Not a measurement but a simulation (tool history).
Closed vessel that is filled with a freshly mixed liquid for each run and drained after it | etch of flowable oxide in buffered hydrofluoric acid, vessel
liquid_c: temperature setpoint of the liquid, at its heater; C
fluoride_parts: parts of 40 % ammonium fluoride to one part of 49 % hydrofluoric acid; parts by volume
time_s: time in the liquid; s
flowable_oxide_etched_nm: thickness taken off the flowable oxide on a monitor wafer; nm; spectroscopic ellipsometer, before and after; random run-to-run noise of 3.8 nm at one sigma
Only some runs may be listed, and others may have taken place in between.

| run | hour | liquid_c | fluoride_parts | time_s | flowable_oxide_etched_nm |
|---|---|---|---|---|---|
| 1 | 0.0 | 22.0 | 19.5 | 105 | 179.35 |
| 2 | 6.7 | 24.5 | 16.5 | 105 | 244.59 |
| 3 | 12.0 | 24.5 | 11.0 | 105 | 357.31 |
| 4 | 19.3 | 24.5 | 7.0 | 105 | 547.93 |
| 5 | 23.3 | 27.5 | 7.0 | 105 | 653.22 |
| 6 | 25.3 | 27.5 | 7.0 | 105 | 645.54 |

What does the tool deliver on the next run?
| 7 | 26.5 | 25.5 | 7.0 | 105 | ? |

flowable_oxide_etched_nm: 579.34 nm
